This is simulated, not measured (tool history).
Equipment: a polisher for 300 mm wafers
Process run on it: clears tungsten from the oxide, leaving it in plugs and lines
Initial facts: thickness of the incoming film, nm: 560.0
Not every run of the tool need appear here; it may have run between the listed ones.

run	hour	flow of slurry (ml/min)	pressure of the wafer on the pad (kPa)	speed of the pad under the wafer (m/s)	abrasive content of the slurry	overpolish time after the end point (s)	time until the end point was called (s)
1	0	195	31	1.36	1	17	74.033
2	6.4	195	29	1.36	1	17	80.747
3	8.6	195	27.6	1.36	1	17	84.732
4	13.8	195	27.6	1.68	1	17	68.578
5	14.8	195	25.5	1.68	1	17	74.644
6	20.2	165	25.5	1.68	1	17	76.063
7	25.8	165	24.1	1.68	1	17	80.076
8	33.3	165	22.8	1.68	1	17	83.756

What does the tool deliver on the next run?
9	34.4	165	21.4	1.68	1	17	?

Run 9 produced time until the end point was called (s) 89.675.

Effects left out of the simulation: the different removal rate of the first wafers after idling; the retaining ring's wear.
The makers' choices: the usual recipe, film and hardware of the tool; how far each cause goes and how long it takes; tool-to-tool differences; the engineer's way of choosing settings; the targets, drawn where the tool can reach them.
